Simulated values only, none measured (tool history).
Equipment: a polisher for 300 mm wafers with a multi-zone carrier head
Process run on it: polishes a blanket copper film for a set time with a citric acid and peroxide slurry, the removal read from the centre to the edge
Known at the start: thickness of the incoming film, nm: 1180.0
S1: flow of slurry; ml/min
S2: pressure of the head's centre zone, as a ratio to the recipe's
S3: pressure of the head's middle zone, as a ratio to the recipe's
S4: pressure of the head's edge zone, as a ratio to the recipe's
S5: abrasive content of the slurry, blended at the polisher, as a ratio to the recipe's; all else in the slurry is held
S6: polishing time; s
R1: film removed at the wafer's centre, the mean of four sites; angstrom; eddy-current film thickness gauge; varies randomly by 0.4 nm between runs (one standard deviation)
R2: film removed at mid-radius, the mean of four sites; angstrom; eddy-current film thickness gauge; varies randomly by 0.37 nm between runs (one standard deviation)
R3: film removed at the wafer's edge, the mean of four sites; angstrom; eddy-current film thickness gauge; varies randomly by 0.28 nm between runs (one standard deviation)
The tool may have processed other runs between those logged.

run  hour   S1    S2    S3    S4    S5  S6      R1      R2      R3
  1     0  280     1     1     1     1  31  616.82  618.42   612.5
  2     1  280  0.96     1     1     1  31  592.62   619.2  616.18
  3   2.7  280  0.96  0.99  0.98  0.95  30  581.06  577.36  590.13
  4   9.4  280  0.96  0.99  0.98  0.75  30  548.76   555.7  547.52
  5  15.5  280  0.96  0.99  0.97   0.7  29  519.75  532.66  531.31
  6  20.7  280  1.01  0.99  0.97   0.7  29  549.44  535.33  531.37
  7  21.6  270  0.98  0.93  0.87   0.5  23  389.58   372.6  376.57
  8  24.9  280  0.98  0.93  0.87   0.5  23  397.85  371.61     376

What will run 9 give?
  9  26.9  285  0.98  0.94  0.88  0.5  23   ?   ?   ?

{"run 9": {"R1": 394.92, "R2": 378.04, "R3": 376.74}}
